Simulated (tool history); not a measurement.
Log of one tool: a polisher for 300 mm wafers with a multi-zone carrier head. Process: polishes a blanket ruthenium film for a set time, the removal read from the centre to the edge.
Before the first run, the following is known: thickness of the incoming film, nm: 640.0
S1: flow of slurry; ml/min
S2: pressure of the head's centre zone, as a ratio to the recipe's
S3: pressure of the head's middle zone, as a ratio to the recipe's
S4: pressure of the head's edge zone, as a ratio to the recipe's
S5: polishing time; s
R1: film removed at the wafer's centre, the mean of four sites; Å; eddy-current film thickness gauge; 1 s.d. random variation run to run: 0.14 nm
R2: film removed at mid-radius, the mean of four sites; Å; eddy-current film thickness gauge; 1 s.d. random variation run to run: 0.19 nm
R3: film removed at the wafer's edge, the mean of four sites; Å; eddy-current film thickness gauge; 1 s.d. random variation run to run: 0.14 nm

Run 1, hour 0.0: S1 265 ml/min, S2 1.00, S3 1.00, S4 1.00, S5 36 s. Result: R1 291.43 Å, R2 300.50 Å, R3 287.83 Å.
Run 2, hour 3.0: S1 255 ml/min, S2 0.96, S3 0.96, S4 1.01, S5 34 s. Result: R1 262.88 Å, R2 266.39 Å, R3 272.24 Å.
Run 3, hour 10.1: S1 255 ml/min, S2 0.96, S3 0.88, S4 1.01, S5 34 s. Result: R1 261.40 Å, R2 245.99 Å, R3 273.53 Å.
Run 4, hour 12.4: S1 255 ml/min, S2 0.96, S3 0.88, S4 1.01, S5 26 s. Result: R1 198.64 Å, R2 187.12 Å, R3 206.73 Å.
Run 5, hour 17.8: S1 205 ml/min, S2 0.96, S3 0.88, S4 1.01, S5 26 s. Result: R1 191.10 Å, R2 182.26 Å, R3 203.09 Å.
Run 6, hour 20.9: S1 200 ml/min, S2 0.94, S3 0.88, S4 1.03, S5 26 s. Result: R1 188.72 Å, R2 182.96 Å, R3 203.90 Å.
Run 7, hour 27.0: S1 195 ml/min, S2 0.92, S3 0.88, S4 1.05, S5 26 s. Result: R1 184.38 Å, R2 182.60 Å, R3 203.80 Å.

Run 8, settings as shown, results not yet in. Your forecast:
Run 8, hour 31.4: S1 190 ml/min, S2 0.90, S3 0.88, S4 1.07, S5 26 s. Result: R1 ?, R2 ?, R3 ?.

{"run 8": {"R1": 175.63, "R2": 184.77, "R3": 207.41}}
